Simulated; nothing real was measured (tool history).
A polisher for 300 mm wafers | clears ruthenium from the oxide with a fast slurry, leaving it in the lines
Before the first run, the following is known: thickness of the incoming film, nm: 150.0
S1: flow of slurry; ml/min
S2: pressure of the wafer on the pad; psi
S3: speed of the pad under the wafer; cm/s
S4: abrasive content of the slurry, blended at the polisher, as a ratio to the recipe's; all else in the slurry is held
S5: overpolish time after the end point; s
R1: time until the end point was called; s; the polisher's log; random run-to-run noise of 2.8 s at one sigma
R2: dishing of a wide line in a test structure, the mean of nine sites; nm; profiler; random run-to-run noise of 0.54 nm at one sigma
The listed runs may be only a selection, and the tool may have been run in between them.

{"run": 1, "hour": 0.0, "S1": 250, "S2": 2, "S3": 84, "S4": 1, "S5": 16, "R1": 63.11, "R2": 36.315}
{"run": 2, "hour": 7.6, "S1": 250, "S2": 1.7, "S3": 74, "S4": 1, "S5": 18, "R1": 84.655, "R2": 31.422}
{"run": 3, "hour": 14.1, "S1": 250, "S2": 1.7, "S3": 82, "S4": 1, "S5": 18, "R1": 75.312, "R2": 33.383}
{"run": 4, "hour": 17.2, "S1": 250, "S2": 1.7, "S3": 82, "S4": 1, "S5": 14, "R1": 74.672, "R2": 26.744}
{"run": 5, "hour": 18.2, "S1": 250, "S2": 1.5, "S3": 74, "S4": 1, "S5": 17, "R1": 94.987, "R2": 25.674}
{"run": 6, "hour": 22.0, "S1": 250, "S2": 1.3, "S3": 70, "S4": 1, "S5": 19, "R1": 114.29, "R2": 23.286}
{"run": 7, "hour": 25.8, "S1": 250, "S2": 1.2, "S3": 68, "S4": 1, "S5": 21, "R1": 127.32, "R2": 22.792}
{"run": 8, "hour": 29.1, "S1": 250, "S2": 1.1, "S3": 68, "S4": 1, "S5": 22, "R1": 139.65, "R2": 23.258}
{"run": 9, "hour": 32.4, "S1": 250, "S2": 1, "S3": 68, "S4": 1, "S5": 23, "R1": 149.75, "R2": 21.518}

Run 10 has not been measured yet. What should we expect?
{"run": 10, "hour": 40.2, "S1": 250, "S2": 1, "S3": 68, "S4": 1, "S5": 24, "R1": "?", "R2": "?"}

R1: 148.52 s
R2: 22.972 nm
